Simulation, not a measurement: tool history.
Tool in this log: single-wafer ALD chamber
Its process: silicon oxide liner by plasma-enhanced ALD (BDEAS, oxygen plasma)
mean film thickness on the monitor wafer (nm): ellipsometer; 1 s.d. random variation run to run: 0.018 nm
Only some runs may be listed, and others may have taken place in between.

| run | hour | heater temperature setpoint (deg C) | number of ALD cycles (cycles) | mean film thickness on the monitor wafer (nm) |
|---|---|---|---|---|
| 1 | 0 | 325 | 60 | 5.5776 |
| 2 | 5.9 | 331 | 60 | 5.526 |
| 3 | 9.3 | 337 | 60 | 5.4771 |
| 4 | 12.5 | 333 | 60 | 5.4903 |
| 5 | 18.7 | 331 | 61 | 5.5893 |
| 6 | 27.6 | 331 | 58 | 5.3295 |
| 7 | 32.4 | 329 | 60 | 5.5406 |

The next listed run, before its measurement:
| 8 | 35.3 | 327 | 61 | ? |

Run 8 gave mean film thickness on the monitor wafer (nm) 5.6542.

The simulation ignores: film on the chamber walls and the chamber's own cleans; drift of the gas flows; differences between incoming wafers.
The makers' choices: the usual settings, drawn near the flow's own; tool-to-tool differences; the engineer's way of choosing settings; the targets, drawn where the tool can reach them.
